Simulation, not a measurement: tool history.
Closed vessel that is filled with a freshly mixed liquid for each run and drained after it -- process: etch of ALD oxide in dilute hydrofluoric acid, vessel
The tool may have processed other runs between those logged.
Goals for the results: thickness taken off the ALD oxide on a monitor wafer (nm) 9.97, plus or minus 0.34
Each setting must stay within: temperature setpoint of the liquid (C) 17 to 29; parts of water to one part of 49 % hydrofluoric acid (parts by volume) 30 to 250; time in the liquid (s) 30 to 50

run,day,temperature setpoint of the liquid (C),parts of water to one part of 49 % hydrofluoric acid (parts by volume),time in the liquid (s),thickness taken off the ALD oxide on a monitor wafer (nm)
1,0,21,140,50,5.3792
2,0.208,17.5,140,50,4.7301
3,0.388,20.5,125,50,5.9894
4,0.588,20.5,125,50,6.0656
5,0.817,22.5,120,50,6.9013
6,0.888,24.5,115,50,7.707
7,1.038,24.5,115,50,7.7921
8,1.208,25.5,110,50,8.4399
9,1.429,26.5,110,50,8.9741
10,1.742,27,110,50,9.2572
11,1.879,27.5,110,50,9.2289
12,2.104,28,110,50,9.4042
13,2.171,28.5,110,50,9.6231

Of the 4 settings listed for the next run, only one would bring every result within its allowed miss of target. Which one?
A,2.238,28,105,50,?
B,2.238,29,115,50,?
C,2.238,26,105,50,?
D,2.238,28,110,50,?

move,thickness taken off the ALD oxide on a monitor wafer (nm)
A,9.8498
B,9.2142
C,9.1218
D,9.3396
A: each result inside its tolerance
B: moves away from the targets compared with the last run
C: moves away from the targets compared with the last run
D: moves away from the targets compared with the last run
A is the move that brings every result within its allowed miss.
